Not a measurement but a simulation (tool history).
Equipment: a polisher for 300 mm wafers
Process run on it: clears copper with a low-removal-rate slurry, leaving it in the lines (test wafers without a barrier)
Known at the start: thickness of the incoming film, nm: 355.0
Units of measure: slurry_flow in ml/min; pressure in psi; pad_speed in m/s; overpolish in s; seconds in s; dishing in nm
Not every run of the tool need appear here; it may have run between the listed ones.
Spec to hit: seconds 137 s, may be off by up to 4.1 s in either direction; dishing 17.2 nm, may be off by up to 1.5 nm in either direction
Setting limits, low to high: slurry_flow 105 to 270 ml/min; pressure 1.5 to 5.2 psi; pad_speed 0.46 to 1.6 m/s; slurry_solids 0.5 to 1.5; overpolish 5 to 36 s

run,day,slurry_flow,pressure,pad_speed,slurry_solids,overpolish,seconds,dishing
1,0,175,3.3,1.02,1,18,109.78,42.238
2,0.367,215,3.3,1.02,1,18,105.42,43.894
3,0.708,215,3.9,1.02,1,18,89.969,54.668
4,0.946,210,3.5,1.02,1,14,101.65,39.099
5,1.225,210,3.5,0.9,1,14,109.83,36.46
6,1.258,210,3.5,0.66,1,14,143.8,29.61
7,1.317,180,3.4,0.7,1,12,145.48,23.946
8,1.483,175,3.5,0.7,1,10,143.58,20.704
9,1.679,175,3.5,0.7,1,10,142.1,20.097
10,1.738,175,3.5,0.7,1,9,142.83,18.943
11,1.775,175,3.5,0.7,1,8,143.64,17.083
# day 2.05: slurry nozzle cleaned
12,2.05,180,3.5,0.7,1,8,132.54,18.29

Below are 5 possible settings for the next run. Only one of them brings all results inside the allowed miss of their targets. Which is it?
A,2.325,245,2.9,0.86,1.1,7,?,?
B,2.325,200,3.6,0.72,0.9,7,?,?
C,2.325,220,4,0.72,0.6,8,?,?
D,2.325,180,3.5,0.72,1,6,?,?
E,2.325,220,3.4,0.66,1.05,8,?,?

move,seconds,dishing
A,125.74,16.828
B,125.34,16.954
C,119.57,20.124
D,128.4,14.316
E,136.27,17.749
A: misses by more than the last run did
B: misses by more than the last run did
C: misses by more than the last run did
D: misses by more than the last run did
E: meets every target
Answer: E
